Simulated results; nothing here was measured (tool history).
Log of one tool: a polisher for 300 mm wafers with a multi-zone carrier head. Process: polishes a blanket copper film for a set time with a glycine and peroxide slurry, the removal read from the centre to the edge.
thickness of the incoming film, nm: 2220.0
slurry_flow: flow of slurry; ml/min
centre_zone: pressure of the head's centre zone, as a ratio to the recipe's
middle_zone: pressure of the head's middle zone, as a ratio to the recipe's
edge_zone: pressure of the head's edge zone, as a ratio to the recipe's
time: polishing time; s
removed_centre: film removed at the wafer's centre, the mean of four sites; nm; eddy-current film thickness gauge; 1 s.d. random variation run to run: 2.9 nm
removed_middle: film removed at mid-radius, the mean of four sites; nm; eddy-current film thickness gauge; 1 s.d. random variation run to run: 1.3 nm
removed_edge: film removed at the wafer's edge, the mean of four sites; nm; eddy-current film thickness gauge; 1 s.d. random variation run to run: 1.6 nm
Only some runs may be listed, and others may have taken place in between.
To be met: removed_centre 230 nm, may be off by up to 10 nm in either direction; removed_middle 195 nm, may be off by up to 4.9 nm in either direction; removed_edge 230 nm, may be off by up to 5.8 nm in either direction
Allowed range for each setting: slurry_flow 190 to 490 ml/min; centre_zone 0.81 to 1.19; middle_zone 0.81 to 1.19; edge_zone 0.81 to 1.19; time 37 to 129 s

Run 1, hour 0: slurry_flow 315 ml/min, centre_zone 1, middle_zone 1, edge_zone 1, time 83 s. Result: removed_centre 390.15 nm, removed_middle 379.03 nm, removed_edge 385.15 nm.
Run 2, hour 7.5: slurry_flow 315 ml/min, centre_zone 1, middle_zone 0.95, edge_zone 1, time 83 s. Result: removed_centre 378.1 nm, removed_middle 359.84 nm, removed_edge 383.2 nm.
Run 3, hour 9.4: slurry_flow 305 ml/min, centre_zone 1.01, middle_zone 0.92, edge_zone 0.99, time 74 s. Result: removed_centre 343.47 nm, removed_middle 319.06 nm, removed_edge 335.06 nm.
Run 4, hour 15.3: slurry_flow 305 ml/min, centre_zone 1.09, middle_zone 0.92, edge_zone 0.99, time 74 s. Result: removed_centre 379 nm, removed_middle 318.18 nm, removed_edge 342.79 nm.
Run 5, hour 21.9: slurry_flow 240 ml/min, centre_zone 1.09, middle_zone 0.92, edge_zone 0.99, time 74 s. Result: removed_centre 361.39 nm, removed_middle 312.92 nm, removed_edge 331.51 nm.
Run 6, hour 24: slurry_flow 255 ml/min, centre_zone 1.08, middle_zone 0.9, edge_zone 1.01, time 66 s. Result: removed_centre 320.21 nm, removed_middle 274.1 nm, removed_edge 304.66 nm.
Run 7, hour 31.7: slurry_flow 260 ml/min, centre_zone 1.07, middle_zone 0.88, edge_zone 1.01, time 61 s. Result: removed_centre 294.45 nm, removed_middle 249 nm, removed_edge 275.53 nm.
Run 8, hour 36.7: slurry_flow 265 ml/min, centre_zone 1.06, middle_zone 0.87, edge_zone 1.02, time 58 s. Result: removed_centre 279.91 nm, removed_middle 235.06 nm, removed_edge 267.54 nm.
Run 9, hour 44: slurry_flow 270 ml/min, centre_zone 1.05, middle_zone 0.86, edge_zone 1.02, time 56 s. Result: removed_centre 266.13 nm, removed_middle 225.81 nm, removed_edge 254.6 nm.
Run 10, hour 48.6: slurry_flow 275 ml/min, centre_zone 1.04, middle_zone 0.85, edge_zone 1.03, time 55 s. Result: removed_centre 262.27 nm, removed_middle 221.8 nm, removed_edge 255.72 nm.
Run 11, hour 50.2: slurry_flow 270 ml/min, centre_zone 1.03, middle_zone 0.84, edge_zone 1.03, time 54 s. Result: removed_centre 246.29 nm, removed_middle 215.71 nm, removed_edge 252.65 nm.
Run 12, hour 53: slurry_flow 270 ml/min, centre_zone 1.03, middle_zone 0.83, edge_zone 1.03, time 53 s. Result: removed_centre 243.63 nm, removed_middle 208.72 nm, removed_edge 242.34 nm.
Run 13, hour 60: slurry_flow 265 ml/min, centre_zone 1.03, middle_zone 0.83, edge_zone 1.03, time 52 s. Result: removed_centre 241.28 nm, removed_middle 207.43 nm, removed_edge 238.73 nm.

Which one of the following 4 next-run settings gets every result inside its allowed miss? There is exactly one.
Run A, hour 67: slurry_flow 260 ml/min, centre_zone 1.04, middle_zone 0.84, edge_zone 1.05, time 49 s. Result: removed_centre ?, removed_middle ?, removed_edge ?.
Run B, hour 67: slurry_flow 315 ml/min, centre_zone 1.15, middle_zone 0.81, edge_zone 0.99, time 47 s. Result: removed_centre ?, removed_middle ?, removed_edge ?.
Run C, hour 67: slurry_flow 265 ml/min, centre_zone 1.1, middle_zone 0.82, edge_zone 1.01, time 50 s. Result: removed_centre ?, removed_middle ?, removed_edge ?.
Run D, hour 67: slurry_flow 245 ml/min, centre_zone 1.12, middle_zone 0.84, edge_zone 0.95, time 50 s. Result: removed_centre ?, removed_middle ?, removed_edge ?.

move  removed_centre  removed_middle  removed_edge
   A          226.48          191.06        230.14
   B          246.26           182.7        218.18
   C          245.16          192.23        230.88
   D          246.83          193.38        222.43
A: hits every target within its allowed miss
B: the result that was furthest off in the last run now lies on the other side of its target
C: the worst result of the last run now meets its target, but another is out of spec
D: the worst result of the last run now meets its target, but another is out of spec
So the answer is move A, the one that meets all the targets.
